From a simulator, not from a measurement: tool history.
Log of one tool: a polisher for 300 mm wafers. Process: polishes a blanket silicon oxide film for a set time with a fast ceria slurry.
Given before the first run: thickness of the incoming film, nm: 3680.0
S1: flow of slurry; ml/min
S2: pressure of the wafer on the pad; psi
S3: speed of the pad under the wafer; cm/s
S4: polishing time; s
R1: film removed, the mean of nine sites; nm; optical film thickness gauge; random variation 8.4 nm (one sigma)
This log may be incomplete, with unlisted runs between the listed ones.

Run 1, day 0.000: S1 135 ml/min, S2 2.1 psi, S3 118 cm/s, S4 73 s. Result: R1 905.97 nm.
Run 2, day 0.312: S1 135 ml/min, S2 1.8 psi, S3 118 cm/s, S4 73 s. Result: R1 783.31 nm.
Run 3, day 0.438: S1 140 ml/min, S2 1.9 psi, S3 118 cm/s, S4 73 s. Result: R1 826.55 nm.
Run 4, day 0.596: S1 140 ml/min, S2 1.4 psi, S3 118 cm/s, S4 73 s. Result: R1 616.10 nm.
Run 5, day 0.938: S1 140 ml/min, S2 1.4 psi, S3 108 cm/s, S4 73 s. Result: R1 563.71 nm.
Run 6, day 0.996: S1 140 ml/min, S2 1.4 psi, S3 108 cm/s, S4 77 s. Result: R1 594.34 nm.
Run 7, day 1.071: S1 145 ml/min, S2 1.5 psi, S3 108 cm/s, S4 77 s. Result: R1 637.94 nm.
Run 8, day 1.346: S1 145 ml/min, S2 1.6 psi, S3 108 cm/s, S4 77 s. Result: R1 694.12 nm.
Run 9, day 1.517: S1 150 ml/min, S2 1.7 psi, S3 108 cm/s, S4 77 s. Result: R1 722.90 nm.
Run 10, day 1.800: S1 150 ml/min, S2 1.8 psi, S3 108 cm/s, S4 77 s. Result: R1 784.49 nm.
Run 11, day 2.008: S1 155 ml/min, S2 1.9 psi, S3 108 cm/s, S4 77 s. Result: R1 830.55 nm.

Estimate the outcome of run 12 from the log above:
Run 12, day 2.233: S1 155 ml/min, S2 1.9 psi, S3 108 cm/s, S4 77 s. Result: R1 ?.

Run 12 produced R1 819.00 nm.
